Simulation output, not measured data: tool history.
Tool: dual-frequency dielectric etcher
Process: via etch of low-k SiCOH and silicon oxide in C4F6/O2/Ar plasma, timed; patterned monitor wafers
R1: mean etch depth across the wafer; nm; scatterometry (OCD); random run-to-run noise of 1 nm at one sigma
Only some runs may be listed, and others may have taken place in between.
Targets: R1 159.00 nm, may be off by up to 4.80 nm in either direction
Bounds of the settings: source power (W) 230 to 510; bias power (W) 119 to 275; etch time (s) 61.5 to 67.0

Run 1, hour 0.0: source power (W) 370, bias power (W) 197, etch time (s) 67.0. Result: R1 208.37 nm.
Run 2, hour 6.9: source power (W) 360, bias power (W) 189, etch time (s) 66.5. Result: R1 199.24 nm.
Run 3, hour 11.8: source power (W) 350, bias power (W) 185, etch time (s) 66.0. Result: R1 192.67 nm.
Run 4, hour 17.2: source power (W) 350, bias power (W) 185, etch time (s) 61.5. Result: R1 181.05 nm.
Run 5, hour 25.1: source power (W) 320, bias power (W) 185, etch time (s) 61.5. Result: R1 174.40 nm.
Run 6, hour 27.0: source power (W) 320, bias power (W) 201, etch time (s) 61.5. Result: R1 180.59 nm.
Run 7, hour 28.9: source power (W) 310, bias power (W) 200, etch time (s) 61.5. Result: R1 178.22 nm.
Run 8, hour 37.2: source power (W) 300, bias power (W) 199, etch time (s) 61.5. Result: R1 176.42 nm.
Run 9, hour 38.6: source power (W) 290, bias power (W) 198, etch time (s) 61.5. Result: R1 173.53 nm.
Run 10, hour 43.1: source power (W) 280, bias power (W) 197, etch time (s) 61.5. Result: R1 169.88 nm.
Run 11, hour 43.7: source power (W) 280, bias power (W) 196, etch time (s) 61.5. Result: R1 169.62 nm.
Run 12, hour 47.2: source power (W) 280, bias power (W) 195, etch time (s) 61.5. Result: R1 167.97 nm.
Run 13, hour 52.9: source power (W) 260, bias power (W) 193, etch time (s) 61.5. Result: R1 163.91 nm.

Exercise: of the 5 proposed moves below, exactly one satisfies all targets within the stated allowed misses. Which move is it?
Run A, hour 58.6: source power (W) 280, bias power (W) 169, etch time (s) 65.5. Result: R1 ?.
Run B, hour 58.6: source power (W) 230, bias power (W) 180, etch time (s) 63.5. Result: R1 ?.
Run C, hour 58.6: source power (W) 270, bias power (W) 194, etch time (s) 63.0. Result: R1 ?.
Run D, hour 58.6: source power (W) 270, bias power (W) 222, etch time (s) 61.5. Result: R1 ?.
Run E, hour 58.6: source power (W) 330, bias power (W) 155, etch time (s) 63.0. Result: R1 ?.

move      R1
   A  169.49
   B  156.69
   C  170.11
   D  175.44
   E  167.53
A: the biggest miss grows against the last run
B: all results in spec
C: the biggest miss grows against the last run
D: the biggest miss grows against the last run
E: the biggest miss grows against the last run
B meets every target.
